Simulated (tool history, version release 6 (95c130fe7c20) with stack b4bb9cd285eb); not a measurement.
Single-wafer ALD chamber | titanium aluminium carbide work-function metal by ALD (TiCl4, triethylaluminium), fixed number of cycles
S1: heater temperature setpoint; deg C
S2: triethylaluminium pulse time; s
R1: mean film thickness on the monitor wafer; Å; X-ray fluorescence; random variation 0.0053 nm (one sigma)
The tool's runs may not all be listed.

run  hour   S1    S2      R1
  1     0  315  7.66  20.653
  2   7.5  312  7.41  20.231
  3  12.2  306  7.41  19.681
  4  16.9  304  7.29  19.513
  5  25.4  303  7.15  19.348
  6  30.5  310  7.15  19.949
  7  32.8  308  7.01  19.744
  8  39.2  306  6.87  19.549

What will run 9 give?
  9  48.2  304  6.73   ?

Run 9 produced R1 19.176 Å.

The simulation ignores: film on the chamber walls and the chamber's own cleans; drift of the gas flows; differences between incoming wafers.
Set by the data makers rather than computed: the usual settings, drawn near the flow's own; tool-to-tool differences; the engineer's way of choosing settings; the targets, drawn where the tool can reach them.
